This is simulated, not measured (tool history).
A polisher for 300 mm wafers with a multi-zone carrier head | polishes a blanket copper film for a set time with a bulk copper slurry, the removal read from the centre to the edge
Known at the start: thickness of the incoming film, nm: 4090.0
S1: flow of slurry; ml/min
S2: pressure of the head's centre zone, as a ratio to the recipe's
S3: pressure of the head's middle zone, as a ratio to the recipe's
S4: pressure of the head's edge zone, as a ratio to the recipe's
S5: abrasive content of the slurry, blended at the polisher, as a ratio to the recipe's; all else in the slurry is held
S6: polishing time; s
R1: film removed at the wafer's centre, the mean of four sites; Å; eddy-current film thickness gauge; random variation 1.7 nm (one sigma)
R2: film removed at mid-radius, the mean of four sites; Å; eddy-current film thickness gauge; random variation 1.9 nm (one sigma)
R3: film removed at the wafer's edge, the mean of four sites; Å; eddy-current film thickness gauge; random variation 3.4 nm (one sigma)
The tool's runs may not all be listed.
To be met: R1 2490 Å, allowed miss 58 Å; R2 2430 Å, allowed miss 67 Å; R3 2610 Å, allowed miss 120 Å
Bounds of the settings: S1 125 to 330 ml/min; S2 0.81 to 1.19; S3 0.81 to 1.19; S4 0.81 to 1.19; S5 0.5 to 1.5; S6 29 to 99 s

run  hour   S1    S2    S3    S4    S5  S6      R1      R2      R3
  1     0  210     1     1     1     1  64  3220.9  3131.8  3186.1
  2   4.2  210     1     1     1   0.9  64  3123.3    3048    3132
  3  12.1  245     1     1     1   0.9  64  3192.4  3084.6  3189.7
  4  13.4  235  0.97  0.97  0.96  0.85  64  3035.3  3031.3  3049.1
  5  19.8  225  0.96  0.93  0.95  0.75  64  2940.1    2829  2949.1
  6  25.3  225  0.96  0.93  0.95  0.55  64  2742.8  2668.2  2799.8
  7  30.4  210  0.95  0.92  0.94  0.55  64  2695.5  2618.7  2728.7
  8  34.3  195  0.94  0.91  0.94  0.55  64  2656.2  2617.8  2741.3
  9  42.2  190  0.93  0.89  0.93  0.55  64  2621.7  2568.9  2701.4
 10  46.1  185  0.92  0.88  0.93  0.55  64  2585.4  2525.6    2689
 11  51.8  180  0.92  0.87  0.93  0.55  64  2588.6  2517.4  2742.2
 12    54  175  0.92  0.87  0.92  0.55  64  2549.1  2517.7  2723.7
 13  58.2  175  0.92  0.87  0.92  0.55  64  2573.8  2480.9  2696.3

4 next moves are on the table. One of them brings every result within its allowed miss. Which?
  A  62.4  165  0.98  0.96  0.82   0.5  60   ?   ?   ?
  B  62.4  215  0.88  0.81  1.02   0.5  64   ?   ?   ?
  C  62.4  185  0.98  0.85   0.9  0.55  62   ?   ?   ?
  D  62.4  245  0.91  0.85  0.92   0.6  59   ?   ?   ?

move      R1      R2      R3
   A  2470.8  2399.4  2298.1
   B  2473.1  2419.1  2798.4
   C  2652.4    2396  2557.4
   D  2484.9  2408.7  2571.1
A: brings the result that was furthest off to its target, and leaves another outside
B: brings the result that was furthest off to its target, and leaves another outside
C: further off than the last run
D: meets every target
The right move is D.
